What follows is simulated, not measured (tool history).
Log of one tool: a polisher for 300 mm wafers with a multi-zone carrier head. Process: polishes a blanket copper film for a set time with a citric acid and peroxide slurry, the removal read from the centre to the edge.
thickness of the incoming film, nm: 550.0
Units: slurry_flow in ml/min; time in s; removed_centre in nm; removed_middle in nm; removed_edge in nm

Run 1, hour 0: slurry_flow 205 ml/min, centre_zone 1, middle_zone 1, edge_zone 1, slurry_solids 1, time 72 s. Result: removed_centre 156.65 nm, removed_middle 152.46 nm, removed_edge 159.35 nm.
Run 2, hour 3.2: slurry_flow 195 ml/min, centre_zone 0.97, middle_zone 1, edge_zone 1, slurry_solids 1, time 72 s. Result: removed_centre 154.47 nm, removed_middle 152.48 nm, removed_edge 155.81 nm.
Run 3, hour 7.6: slurry_flow 180 ml/min, centre_zone 0.97, middle_zone 1, edge_zone 1, slurry_solids 1, time 72 s. Result: removed_centre 151.8 nm, removed_middle 149.35 nm, removed_edge 156.74 nm.
Run 4, hour 14.4: slurry_flow 175 ml/min, centre_zone 0.93, middle_zone 1, edge_zone 1.01, slurry_solids 1, time 72 s. Result: removed_centre 146.24 nm, removed_middle 150.16 nm, removed_edge 157.07 nm.
Run 5, hour 17.5: slurry_flow 170 ml/min, centre_zone 0.91, middle_zone 1, edge_zone 1.01, slurry_solids 1, time 72 s. Result: removed_centre 142.5 nm, removed_middle 150.4 nm, removed_edge 158.34 nm.
Run 6, hour 22.5: slurry_flow 170 ml/min, centre_zone 0.86, middle_zone 1, edge_zone 1.01, slurry_solids 1, time 72 s. Result: removed_centre 134.51 nm, removed_middle 150.91 nm, removed_edge 159.53 nm.

Forecast run 7:
Run 7, hour 23.7: slurry_flow 170 ml/min, centre_zone 0.86, middle_zone 1, edge_zone 1, slurry_solids 1, time 72 s. Result: removed_centre ?, removed_middle ?, removed_edge ?.

Run 7 gave removed_centre 135.69 nm, removed_middle 149.76 nm, removed_edge 157.06 nm.
